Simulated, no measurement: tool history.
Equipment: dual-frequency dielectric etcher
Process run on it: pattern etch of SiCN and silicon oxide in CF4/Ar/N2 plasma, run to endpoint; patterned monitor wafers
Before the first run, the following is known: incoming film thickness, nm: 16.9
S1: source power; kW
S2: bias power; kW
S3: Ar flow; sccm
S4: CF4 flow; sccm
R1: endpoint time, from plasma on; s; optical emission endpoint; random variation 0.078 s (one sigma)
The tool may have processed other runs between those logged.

| run | hour | S1 | S2 | S3 | S4 | R1 |
|---|---|---|---|---|---|---|
| 1 | 0 | 0.34 | 0.09 | 101 | 65 | 24.381 |
| 2 | 6.2 | 0.34 | 0.09 | 101 | 55 | 24.972 |
| 3 | 11 | 0.34 | 0.09 | 109 | 55 | 25.276 |
| 4 | 11.8 | 0.3 | 0.09 | 109 | 55 | 27.88 |
| 5 | 19.6 | 0.32 | 0.091 | 109 | 55 | 26.449 |
| 6 | 28.5 | 0.27 | 0.091 | 109 | 55 | 29.985 |
|  | 34.1 | wet clean of the chamber |
| 7 | 34.1 | 0.33 | 0.098 | 107 | 56 | 23.988 |
| 8 | 36.1 | 0.34 | 0.098 | 107 | 56 | 23.434 |
| 9 | 39.8 | 0.35 | 0.098 | 107 | 56 | 22.971 |
| 10 | 48.3 | 0.36 | 0.098 | 107 | 56 | 22.226 |

The next listed run, before its measurement:
| 11 | 54 | 0.37 | 0.098 | 107 | 56 | ? |

R1: 21.945 s
